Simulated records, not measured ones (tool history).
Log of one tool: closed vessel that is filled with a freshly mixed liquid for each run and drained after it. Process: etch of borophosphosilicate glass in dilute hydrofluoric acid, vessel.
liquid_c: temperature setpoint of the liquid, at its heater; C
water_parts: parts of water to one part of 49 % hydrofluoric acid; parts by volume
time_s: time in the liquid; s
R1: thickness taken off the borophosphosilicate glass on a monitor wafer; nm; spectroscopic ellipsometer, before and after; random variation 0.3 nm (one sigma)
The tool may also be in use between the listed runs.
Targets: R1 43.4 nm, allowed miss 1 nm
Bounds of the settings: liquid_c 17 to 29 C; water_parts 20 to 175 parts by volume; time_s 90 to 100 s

Run 1, day 0: liquid_c 21 C, water_parts 95 parts by volume, time_s 90 s. Result: R1 36.002 nm.
Run 2, day 0.338: liquid_c 22 C, water_parts 95 parts by volume, time_s 90 s. Result: R1 36.795 nm.
Run 3, day 0.558: liquid_c 19.5 C, water_parts 95 parts by volume, time_s 90 s. Result: R1 33.702 nm.
Run 4, day 0.846: liquid_c 19.5 C, water_parts 130 parts by volume, time_s 90 s. Result: R1 23.681 nm.
Run 5, day 0.975: liquid_c 19.5 C, water_parts 130 parts by volume, time_s 90 s. Result: R1 23.709 nm.
Run 6, day 1.338: liquid_c 19.5 C, water_parts 150 parts by volume, time_s 90 s. Result: R1 20.283 nm.
Run 7, day 1.671: liquid_c 19.5 C, water_parts 150 parts by volume, time_s 90 s. Result: R1 19.93 nm.
Run 8, day 1.888: liquid_c 21.5 C, water_parts 140 parts by volume, time_s 90 s. Result: R1 23.477 nm.
Run 9, day 2.033: liquid_c 25.5 C, water_parts 100 parts by volume, time_s 90 s. Result: R1 40.199 nm.
Run 10, day 2.317: liquid_c 26 C, water_parts 100 parts by volume, time_s 90 s. Result: R1 40.876 nm.

4 next moves are on the table. One of them brings every result within its allowed miss. Which?
Run A, day 2.6: liquid_c 23 C, water_parts 85 parts by volume, time_s 90 s. Result: R1 ?.
Run B, day 2.6: liquid_c 26 C, water_parts 110 parts by volume, time_s 95 s. Result: R1 ?.
Run C, day 2.6: liquid_c 27.5 C, water_parts 115 parts by volume, time_s 90 s. Result: R1 ?.
Run D, day 2.6: liquid_c 26 C, water_parts 115 parts by volume, time_s 95 s. Result: R1 ?.

move      R1
   A   43.78
   B  38.969
   C  37.158
   D   37.04
A: meets every target
B: further off than the last run
C: further off than the last run
D: further off than the last run
The right move is A.

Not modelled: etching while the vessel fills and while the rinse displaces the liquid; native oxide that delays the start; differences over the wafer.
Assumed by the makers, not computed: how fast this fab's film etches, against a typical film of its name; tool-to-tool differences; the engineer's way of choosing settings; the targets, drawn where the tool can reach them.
